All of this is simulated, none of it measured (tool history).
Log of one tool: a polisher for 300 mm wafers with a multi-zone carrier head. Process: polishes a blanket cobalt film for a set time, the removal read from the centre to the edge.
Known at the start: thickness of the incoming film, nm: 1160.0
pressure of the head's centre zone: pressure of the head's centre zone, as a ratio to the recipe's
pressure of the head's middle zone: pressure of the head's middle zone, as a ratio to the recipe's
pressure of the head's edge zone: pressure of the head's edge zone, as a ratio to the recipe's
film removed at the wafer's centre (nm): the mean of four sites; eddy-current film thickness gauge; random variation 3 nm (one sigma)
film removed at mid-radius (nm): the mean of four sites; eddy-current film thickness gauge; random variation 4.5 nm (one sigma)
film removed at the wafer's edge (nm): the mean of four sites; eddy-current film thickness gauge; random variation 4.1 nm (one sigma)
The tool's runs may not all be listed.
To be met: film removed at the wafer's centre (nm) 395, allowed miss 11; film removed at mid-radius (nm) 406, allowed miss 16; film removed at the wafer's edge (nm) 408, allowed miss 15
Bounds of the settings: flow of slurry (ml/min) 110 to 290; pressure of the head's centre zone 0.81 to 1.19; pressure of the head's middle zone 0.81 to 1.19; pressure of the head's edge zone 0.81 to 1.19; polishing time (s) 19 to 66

| run | hour | flow of slurry (ml/min) | pressure of the head's centre zone | pressure of the head's middle zone | pressure of the head's edge zone | polishing time (s) | film removed at the wafer's centre (nm) | film removed at mid-radius (nm) | film removed at the wafer's edge (nm) |
|---|---|---|---|---|---|---|---|---|---|
| 1 | 0 | 185 | 1 | 1 | 1 | 42 | 304.96 | 308.74 | 308.71 |
| 2 | 0.6 | 165 | 1 | 1 | 1 | 42 | 301.52 | 307.91 | 305.68 |
| 3 | 8.5 | 125 | 1 | 1 | 1 | 42 | 284.48 | 293.29 | 295.81 |
| 4 | 15.7 | 155 | 1 | 1 | 1 | 42 | 299.38 | 303.22 | 297.73 |
| 5 | 17.4 | 170 | 1.01 | 1.01 | 1.03 | 43 | 309.53 | 317.35 | 322.16 |
| 6 | 21.6 | 170 | 1.01 | 1.06 | 1.03 | 43 | 312.09 | 337.27 | 315.81 |
| 7 | 24.3 | 185 | 1.03 | 1.06 | 1.06 | 44 | 327.11 | 344.69 | 333.4 |
| 8 | 32.2 | 235 | 1.12 | 1.15 | 1.16 | 49 | 411.85 | 415.66 | 392.59 |
| 9 | 40.3 | 230 | 1.11 | 1.14 | 1.17 | 49 | 409.44 | 427.54 | 397.58 |

Which of these 4 next moves meets every target?
| A | 48.4 | 190 | 0.94 | 1.12 | 1.18 | 55 | ? | ? | ? |
| B | 48.4 | 195 | 1.13 | 1.17 | 1.15 | 50 | ? | ? | ? |
| C | 48.4 | 245 | 1.06 | 1.07 | 1.19 | 49 | ? | ? | ? |
| D | 48.4 | 235 | 0.92 | 0.99 | 1.19 | 53 | ? | ? | ? |

| move | film removed at the wafer's centre (nm) | film removed at mid-radius (nm) | film removed at the wafer's edge (nm) |
|---|---|---|---|
| A | 379.5 | 458.05 | 441.44 |
| B | 416.96 | 433.35 | 396.65 |
| C | 394.24 | 403.89 | 404.04 |
| D | 367.64 | 407.47 | 436.02 |
A: further off than the last run
B: further off than the last run
C: meets every target
D: brings the result that was furthest off to its target, and leaves another outside
The right move is C.
